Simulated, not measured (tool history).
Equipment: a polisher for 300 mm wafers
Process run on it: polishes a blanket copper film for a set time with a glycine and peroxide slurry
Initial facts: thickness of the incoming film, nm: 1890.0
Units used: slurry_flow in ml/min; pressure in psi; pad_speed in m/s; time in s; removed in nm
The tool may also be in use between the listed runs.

{"run": 1, "hour": 0.0, "slurry_flow": 125, "pressure": 2.4, "pad_speed": 0.94, "time": 41, "removed": 174.06}
{"run": 2, "hour": 7.7, "slurry_flow": 150, "pressure": 2.4, "pad_speed": 0.94, "time": 41, "removed": 180.25}
{"run": 3, "hour": 11.4, "slurry_flow": 145, "pressure": 2.3, "pad_speed": 0.94, "time": 41, "removed": 175.93}
{"run": 4, "hour": 12.4, "slurry_flow": 155, "pressure": 2.3, "pad_speed": 0.94, "time": 41, "removed": 175.66}
{"run": 5, "hour": 17.1, "slurry_flow": 155, "pressure": 2.5, "pad_speed": 0.94, "time": 41, "removed": 187.89}
{"run": 6, "hour": 24.5, "slurry_flow": 150, "pressure": 2.4, "pad_speed": 0.94, "time": 41, "removed": 182}
{"run": 7, "hour": 27.9, "slurry_flow": 145, "pressure": 2.3, "pad_speed": 0.94, "time": 41, "removed": 176.28}

Run 8 is up next; what results do you expect?
{"run": 8, "hour": 32.0, "slurry_flow": 120, "pressure": 1.7, "pad_speed": 0.92, "time": 41, "removed": "?"}

{"run 8": {"removed": 131.4}}
